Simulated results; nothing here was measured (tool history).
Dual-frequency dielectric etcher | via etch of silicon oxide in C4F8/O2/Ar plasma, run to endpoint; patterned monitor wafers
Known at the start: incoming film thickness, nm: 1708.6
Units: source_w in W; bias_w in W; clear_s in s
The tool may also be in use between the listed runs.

run	hour	source_w	bias_w	clear_s
1	0.0	2010	2281	315.32
2	8.9	2280	2281	289.07
3	15.1	2010	2281	315.21
4	17.1	2170	2281	302.65
5	23.1	2170	2008	317.62
6	27.6	2170	1682	334.30
7	36.7	2230	1704	326.19
8	44.8	2290	1718	322.67
9	52.4	2340	1739	318.69
10	55.1	2340	1739	318.27
11	62.2	2390	1763	312.24

Run 12 comes next. What will it give?
12	71.2	2430	1779	?

Run 12 gave clear_s 305.25 s.
